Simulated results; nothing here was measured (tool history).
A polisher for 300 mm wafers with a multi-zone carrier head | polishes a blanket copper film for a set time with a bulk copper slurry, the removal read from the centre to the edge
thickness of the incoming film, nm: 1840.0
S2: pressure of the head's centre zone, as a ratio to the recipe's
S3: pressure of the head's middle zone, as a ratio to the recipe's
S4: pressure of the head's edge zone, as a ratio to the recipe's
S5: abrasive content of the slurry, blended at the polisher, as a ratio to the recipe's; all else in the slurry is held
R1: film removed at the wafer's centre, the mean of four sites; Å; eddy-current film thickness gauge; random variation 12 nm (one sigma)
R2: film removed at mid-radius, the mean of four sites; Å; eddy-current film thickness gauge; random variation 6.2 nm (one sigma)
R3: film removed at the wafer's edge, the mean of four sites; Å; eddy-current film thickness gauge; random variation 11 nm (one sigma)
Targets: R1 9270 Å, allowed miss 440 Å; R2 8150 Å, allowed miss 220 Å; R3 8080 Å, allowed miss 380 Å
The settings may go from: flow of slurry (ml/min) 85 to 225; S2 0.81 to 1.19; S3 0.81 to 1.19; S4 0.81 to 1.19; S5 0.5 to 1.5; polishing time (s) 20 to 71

{"run": 1, "hour": 0.0, "flow of slurry (ml/min)": 145, "S2": 1, "S3": 1, "S4": 1, "S5": 1, "polishing time (s)": 45, "R1": 5590.2, "R2": 5832.7, "R3": 5752.2}
{"run": 2, "hour": 4.3, "flow of slurry (ml/min)": 145, "S2": 1, "S3": 1, "S4": 1, "S5": 1, "polishing time (s)": 38, "R1": 4807.9, "R2": 4813.9, "R3": 4936.7}
{"run": 3, "hour": 7.1, "flow of slurry (ml/min)": 145, "S2": 0.93, "S3": 1, "S4": 1, "S5": 1, "polishing time (s)": 38, "R1": 4397.6, "R2": 4814.5, "R3": 4977.4}
{"run": 4, "hour": 8.7, "flow of slurry (ml/min)": 155, "S2": 0.97, "S3": 1, "S4": 1.02, "S5": 1.1, "polishing time (s)": 40, "R1": 5018.4, "R2": 5282.4, "R3": 5450.8}
{"run": 5, "hour": 17.2, "flow of slurry (ml/min)": 165, "S2": 1.01, "S3": 1.01, "S4": 1.04, "S5": 1.15, "polishing time (s)": 41, "R1": 5454, "R2": 5585.3, "R3": 5732.8}
{"run": 6, "hour": 18.1, "flow of slurry (ml/min)": 165, "S2": 1.05, "S3": 1.01, "S4": 1.04, "S5": 1.15, "polishing time (s)": 41, "R1": 5790.2, "R2": 5573.2, "R3": 5724}
{"run": 7, "hour": 19.2, "flow of slurry (ml/min)": 175, "S2": 1.07, "S3": 1.02, "S4": 1.05, "S5": 1.2, "polishing time (s)": 42, "R1": 6150.1, "R2": 5865.1, "R3": 5867.5}
{"run": 8, "hour": 21.3, "flow of slurry (ml/min)": 180, "S2": 1.09, "S3": 1.02, "S4": 1.07, "S5": 1.25, "polishing time (s)": 44, "R1": 6646.4, "R2": 6206.4, "R3": 6497.2}
{"run": 9, "hour": 22.3, "flow of slurry (ml/min)": 185, "S2": 1.11, "S3": 1.03, "S4": 1.07, "S5": 1.3, "polishing time (s)": 45, "R1": 6976.9, "R2": 6616.2, "R3": 6464.6}

5 next moves are on the table. One of them brings every result within its allowed miss. Which?
{"run": "A", "hour": 23.3, "flow of slurry (ml/min)": 195, "S2": 1.19, "S3": 1.03, "S4": 1.08, "S5": 1.25, "polishing time (s)": 56, "R1": "?", "R2": "?", "R3": "?"}
{"run": "B", "hour": 23.3, "flow of slurry (ml/min)": 215, "S2": 0.98, "S3": 1.06, "S4": 1.06, "S5": 1.5, "polishing time (s)": 55, "R1": "?", "R2": "?", "R3": "?"}
{"run": "C", "hour": 23.3, "flow of slurry (ml/min)": 135, "S2": 0.87, "S3": 0.88, "S4": 1.19, "S5": 1.2, "polishing time (s)": 46, "R1": "?", "R2": "?", "R3": "?"}
{"run": "D", "hour": 23.3, "flow of slurry (ml/min)": 210, "S2": 1.14, "S3": 1, "S4": 1.1, "S5": 1.15, "polishing time (s)": 52, "R1": "?", "R2": "?", "R3": "?"}
{"run": "E", "hour": 23.3, "flow of slurry (ml/min)": 185, "S2": 1.07, "S3": 1.03, "S4": 1.04, "S5": 1.4, "polishing time (s)": 62, "R1": "?", "R2": "?", "R3": "?"}

move=A R1=9405.8 R2=8077.3 R3=8379.3
move=B R1=8010.7 R2=8564.9 R3=8546.2
move=C R1=5156.1 R2=5383.6 R3=6830.6
move=D R1=8329.3 R2=7277.8 R3=7792.6
move=E R1=9481.7 R2=9077.6 R3=9255.8
A: meets every target
B: takes the result that was furthest off past its target
C: further off than the last run
D: nearer than the last run, and not there yet
E: takes the result that was furthest off past its target
Move A is the one to make.
